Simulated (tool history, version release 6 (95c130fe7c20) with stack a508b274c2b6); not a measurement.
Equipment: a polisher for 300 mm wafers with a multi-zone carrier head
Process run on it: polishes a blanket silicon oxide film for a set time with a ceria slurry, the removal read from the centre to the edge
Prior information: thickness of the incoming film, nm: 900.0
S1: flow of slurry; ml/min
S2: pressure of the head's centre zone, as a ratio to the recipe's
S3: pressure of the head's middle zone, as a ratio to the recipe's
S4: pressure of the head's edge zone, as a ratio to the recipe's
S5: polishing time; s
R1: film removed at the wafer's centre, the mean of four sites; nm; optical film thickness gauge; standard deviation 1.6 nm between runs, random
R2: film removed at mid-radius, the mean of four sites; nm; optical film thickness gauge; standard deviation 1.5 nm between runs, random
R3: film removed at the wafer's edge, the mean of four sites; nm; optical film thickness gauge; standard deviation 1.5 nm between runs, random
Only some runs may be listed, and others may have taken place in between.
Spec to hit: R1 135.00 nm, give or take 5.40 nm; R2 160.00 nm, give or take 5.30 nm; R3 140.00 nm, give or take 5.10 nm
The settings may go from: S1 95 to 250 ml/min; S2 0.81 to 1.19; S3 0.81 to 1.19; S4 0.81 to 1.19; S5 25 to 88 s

run 1 hour=0.0 | S1=160 S2=1.00 S3=1.00 S4=1.00 S5=56 | R1=227.83 R2=227.87 R3=224.96
run 2 hour=5.5 | S1=160 S2=1.00 S3=0.95 S4=1.00 S5=56 | R1=230.20 R2=219.46 R3=227.59
run 3 hour=13.9 | S1=160 S2=1.05 S3=0.95 S4=1.00 S5=56 | R1=243.55 R2=222.13 R3=225.79
run 4 hour=16.1 | S1=155 S2=1.02 S3=0.98 S4=0.97 S5=51 | R1=210.78 R2=205.32 R3=204.16
run 5 hour=17.4 | S1=155 S2=1.02 S3=0.98 S4=0.97 S5=41 | R1=169.80 R2=162.48 R3=158.35
run 6 hour=24.8 | S1=150 S2=1.00 S3=1.00 S4=0.95 S5=40 | R1=163.08 R2=160.71 R3=154.34
run 7 hour=28.7 | S1=145 S2=0.98 S3=1.02 S4=0.93 S5=40 | R1=157.06 R2=164.45 R3=153.17
run 8 hour=33.5 | S1=140 S2=0.97 S3=1.03 S4=0.91 S5=40 | R1=153.33 R2=161.66 R3=149.46
run 9 hour=34.1 | S1=135 S2=0.96 S3=1.04 S4=0.90 S5=40 | R1=152.87 R2=160.96 R3=150.01
run 10 hour=34.8 | S1=135 S2=0.94 S3=1.06 S4=0.89 S5=40 | R1=148.44 R2=164.38 R3=148.19
run 11 hour=36.3 | S1=130 S2=0.93 S3=1.07 S4=0.88 S5=40 | R1=143.52 R2=160.78 R3=146.02
run 12 hour=41.2 | S1=130 S2=0.92 S3=1.08 S4=0.87 S5=40 | R1=142.91 R2=159.56 R3=147.80
run 13 hour=42.5 | S1=120 S2=0.91 S3=1.18 S4=0.82 S5=37 | R1=129.58 R2=156.08 R3=129.25
run 14 hour=50.6 | S1=125 S2=0.91 S3=1.17 S4=0.83 S5=37 | R1=133.39 R2=158.65 R3=130.26
run 15 hour=57.2 | S1=125 S2=0.91 S3=1.16 S4=0.84 S5=37 | R1=130.77 R2=157.29 R3=131.03

Pick the move, out of 4, that brings all results within their allowed miss; only one does.
run A hour=63.8 | S1=95 S2=0.91 S3=1.12 S4=0.81 S5=42 | R1=? R2=? R3=?
run B hour=63.8 | S1=130 S2=0.83 S3=1.16 S4=0.84 S5=38 | R1=? R2=? R3=?
run C hour=63.8 | S1=115 S2=0.92 S3=1.03 S4=0.92 S5=39 | R1=? R2=? R3=?
run D hour=63.8 | S1=135 S2=0.81 S3=1.15 S4=0.88 S5=38 | R1=? R2=? R3=?

move=A R1=134.53 R2=159.22 R3=140.59
move=B R1=125.59 R2=162.45 R3=138.04
move=C R1=135.59 R2=149.21 R3=144.42
move=D R1=124.28 R2=163.05 R3=141.91
A: all results land within tolerance of their targets
B: brings the result that was furthest off to its target, and leaves another outside
C: brings the result that was furthest off to its target, and leaves another outside
D: brings the result that was furthest off to its target, and leaves another outside
The move that meets every target is A.

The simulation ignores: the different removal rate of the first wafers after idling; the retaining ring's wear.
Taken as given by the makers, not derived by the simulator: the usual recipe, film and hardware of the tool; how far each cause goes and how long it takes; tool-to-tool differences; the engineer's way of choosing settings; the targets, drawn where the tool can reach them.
